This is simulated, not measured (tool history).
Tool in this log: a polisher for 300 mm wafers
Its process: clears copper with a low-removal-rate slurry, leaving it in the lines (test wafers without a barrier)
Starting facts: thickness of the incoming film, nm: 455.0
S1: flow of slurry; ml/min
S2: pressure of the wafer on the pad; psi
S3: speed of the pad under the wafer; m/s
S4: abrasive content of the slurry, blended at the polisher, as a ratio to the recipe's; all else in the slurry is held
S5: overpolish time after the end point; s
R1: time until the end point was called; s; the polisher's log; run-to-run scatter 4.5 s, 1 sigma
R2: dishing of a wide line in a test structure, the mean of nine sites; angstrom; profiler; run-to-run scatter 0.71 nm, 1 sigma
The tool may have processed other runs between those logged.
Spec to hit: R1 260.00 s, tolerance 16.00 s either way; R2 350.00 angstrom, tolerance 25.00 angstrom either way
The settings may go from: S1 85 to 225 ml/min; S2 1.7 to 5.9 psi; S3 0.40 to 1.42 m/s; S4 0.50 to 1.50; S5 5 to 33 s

run 1 hour=0.0 | S1=145 S2=3.8 S3=0.90 S4=1.00 S5=17 | R1=150.92 R2=375.73
run 2 hour=6.2 | S1=145 S2=3.4 S3=0.90 S4=1.00 S5=19 | R1=167.98 R2=366.07
run 3 hour=7.8 | S1=145 S2=4.0 S3=0.90 S4=1.00 S5=19 | R1=142.30 R2=413.32
run 4 hour=13.4 | S1=145 S2=4.0 S3=0.82 S4=1.00 S5=19 | R1=150.74 R2=398.89
run 5 hour=17.8 | S1=145 S2=3.6 S3=0.82 S4=1.00 S5=20 | R1=167.04 R2=376.28
run 6 hour=21.4 | S1=145 S2=3.6 S3=0.72 S4=1.00 S5=20 | R1=187.24 R2=352.41
run 7 hour=29.6 | S1=145 S2=3.4 S3=0.72 S4=1.00 S5=21 | R1=195.10 R2=347.36
run 8 hour=36.5 | S1=145 S2=3.2 S3=0.72 S4=1.00 S5=22 | R1=203.79 R2=350.53
run 9 hour=37.7 | S1=140 S2=2.2 S3=0.70 S4=1.00 S5=27 | R1=299.92 R2=298.90

Below are 5 possible settings for the next run. Only one of them brings all results inside the allowed miss of their targets. Which is it?
run A hour=38.9 | S1=140 S2=2.5 S3=0.70 S4=1.05 S5=29 | R1=? R2=?
run B hour=38.9 | S1=150 S2=3.0 S3=0.76 S4=0.95 S5=30 | R1=? R2=?
run C hour=38.9 | S1=150 S2=2.8 S3=0.62 S4=1.00 S5=33 | R1=? R2=?
run D hour=38.9 | S1=130 S2=2.5 S3=0.80 S4=0.80 S5=33 | R1=? R2=?
run E hour=38.9 | S1=120 S2=2.3 S3=0.94 S4=1.45 S5=25 | R1=? R2=?

move=A R1=260.54 R2=347.94
move=B R1=208.22 R2=433.09
move=C R1=254.23 R2=396.93
move=D R1=256.33 R2=391.07
move=E R1=216.61 R2=356.23
A: all results in spec
B: the result that was furthest off in the last run now lies on the other side of its target
C: the worst result of the last run now meets its target, but another is out of spec
D: the worst result of the last run now meets its target, but another is out of spec
E: the result that was furthest off in the last run now lies on the other side of its target
Go with A: it meets all targets.
